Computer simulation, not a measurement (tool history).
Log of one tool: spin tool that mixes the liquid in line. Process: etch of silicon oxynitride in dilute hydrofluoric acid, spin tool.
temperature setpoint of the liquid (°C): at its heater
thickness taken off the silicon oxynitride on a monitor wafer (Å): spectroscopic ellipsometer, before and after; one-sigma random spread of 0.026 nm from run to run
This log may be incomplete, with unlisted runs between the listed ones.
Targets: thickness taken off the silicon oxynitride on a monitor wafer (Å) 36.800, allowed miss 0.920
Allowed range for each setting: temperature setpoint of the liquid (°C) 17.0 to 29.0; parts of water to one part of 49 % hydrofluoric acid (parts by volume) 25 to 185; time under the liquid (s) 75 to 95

run,hour,temperature setpoint of the liquid (°C),parts of water to one part of 49 % hydrofluoric acid (parts by volume),time under the liquid (s),thickness taken off the silicon oxynitride on a monitor wafer (Å)
1,0.0,21.0,105,95,16.835
2,7.8,21.0,90,95,20.003
3,10.5,22.5,85,95,22.865
4,12.4,22.5,65,95,30.122
5,13.9,22.5,30,95,68.173
6,20.8,22.5,25,95,79.737
7,26.3,22.0,30,95,65.860
8,32.4,18.0,45,95,34.910

Which of these 4 next moves meets every target?
A,38.5,20.0,45,95,?
B,38.5,20.0,45,80,?
C,38.5,18.5,35,80,?
D,38.5,18.5,35,75,?

move,thickness taken off the silicon oxynitride on a monitor wafer (Å)
A,39.580
B,33.331
C,39.945
D,37.448
A: carries the result that was furthest off beyond its target, to the other side
B: moves away from the targets compared with the last run
C: carries the result that was furthest off beyond its target, to the other side
D: hits every target within its allowed miss
So the answer is move D, the one that meets all the targets.

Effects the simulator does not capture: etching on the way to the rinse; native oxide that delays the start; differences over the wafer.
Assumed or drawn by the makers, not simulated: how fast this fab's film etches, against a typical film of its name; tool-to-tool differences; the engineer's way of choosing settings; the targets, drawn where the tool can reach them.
